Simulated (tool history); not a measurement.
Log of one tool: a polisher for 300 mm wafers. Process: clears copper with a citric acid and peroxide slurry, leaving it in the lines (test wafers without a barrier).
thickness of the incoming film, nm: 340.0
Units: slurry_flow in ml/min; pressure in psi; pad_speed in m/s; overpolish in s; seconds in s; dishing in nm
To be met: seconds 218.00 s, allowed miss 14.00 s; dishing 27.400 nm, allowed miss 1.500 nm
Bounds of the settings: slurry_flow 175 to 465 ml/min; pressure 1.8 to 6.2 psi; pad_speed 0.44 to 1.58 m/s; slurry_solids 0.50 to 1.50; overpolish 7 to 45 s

Run 1, hour 0.0: slurry_flow 295 ml/min, pressure 4.0 psi, pad_speed 1.00 m/s, slurry_solids 1.00, overpolish 23 s. Result: seconds 144.74 s, dishing 41.503 nm.
Run 2, hour 0.8: slurry_flow 295 ml/min, pressure 3.8 psi, pad_speed 1.00 m/s, slurry_solids 1.00, overpolish 23 s. Result: seconds 146.33 s, dishing 41.136 nm.
Run 3, hour 3.5: slurry_flow 295 ml/min, pressure 3.6 psi, pad_speed 1.00 m/s, slurry_solids 1.00, overpolish 23 s. Result: seconds 150.73 s, dishing 37.625 nm.
Run 4, hour 7.3: slurry_flow 295 ml/min, pressure 3.4 psi, pad_speed 0.98 m/s, slurry_solids 1.00, overpolish 24 s. Result: seconds 158.87 s, dishing 37.864 nm.
Run 5, hour 12.5: slurry_flow 355 ml/min, pressure 3.4 psi, pad_speed 0.98 m/s, slurry_solids 1.00, overpolish 24 s. Result: seconds 155.60 s, dishing 39.770 nm.
Run 6, hour 15.4: slurry_flow 350 ml/min, pressure 3.2 psi, pad_speed 0.98 m/s, slurry_solids 1.00, overpolish 24 s. Result: seconds 157.92 s, dishing 36.252 nm.
Run 7, hour 23.9: slurry_flow 345 ml/min, pressure 3.0 psi, pad_speed 0.96 m/s, slurry_solids 1.00, overpolish 25 s. Result: seconds 167.65 s, dishing 35.492 nm.
Run 8, hour 32.3: slurry_flow 340 ml/min, pressure 2.8 psi, pad_speed 0.96 m/s, slurry_solids 1.00, overpolish 25 s. Result: seconds 181.57 s, dishing 34.864 nm.
Run 9, hour 34.8: slurry_flow 340 ml/min, pressure 2.7 psi, pad_speed 0.96 m/s, slurry_solids 1.00, overpolish 25 s. Result: seconds 183.51 s, dishing 34.305 nm.
Run 10, hour 38.7: slurry_flow 340 ml/min, pressure 2.6 psi, pad_speed 0.96 m/s, slurry_solids 1.00, overpolish 25 s. Result: seconds 195.30 s, dishing 33.239 nm.
Run 11, hour 42.5: slurry_flow 335 ml/min, pressure 2.4 psi, pad_speed 0.96 m/s, slurry_solids 1.00, overpolish 23 s. Result: seconds 205.78 s, dishing 29.911 nm.

Which of these 4 next moves meets every target?
Run A, hour 46.3: slurry_flow 330 ml/min, pressure 2.6 psi, pad_speed 0.84 m/s, slurry_solids 0.95, overpolish 26 s. Result: seconds ?, dishing ?.
Run B, hour 46.3: slurry_flow 320 ml/min, pressure 2.4 psi, pad_speed 1.00 m/s, slurry_solids 0.90, overpolish 24 s. Result: seconds ?, dishing ?.
Run C, hour 46.3: slurry_flow 320 ml/min, pressure 2.0 psi, pad_speed 1.00 m/s, slurry_solids 1.05, overpolish 26 s. Result: seconds ?, dishing ?.
Run D, hour 46.3: slurry_flow 320 ml/min, pressure 2.0 psi, pad_speed 0.98 m/s, slurry_solids 1.05, overpolish 23 s. Result: seconds ?, dishing ?.

move  seconds  dishing
   A   225.58   30.862
   B   210.49   30.483
   C   228.28   30.270
   D   231.88   26.865
A: further off than the last run
B: further off than the last run
C: further off than the last run
D: meets every target
The right move is D.
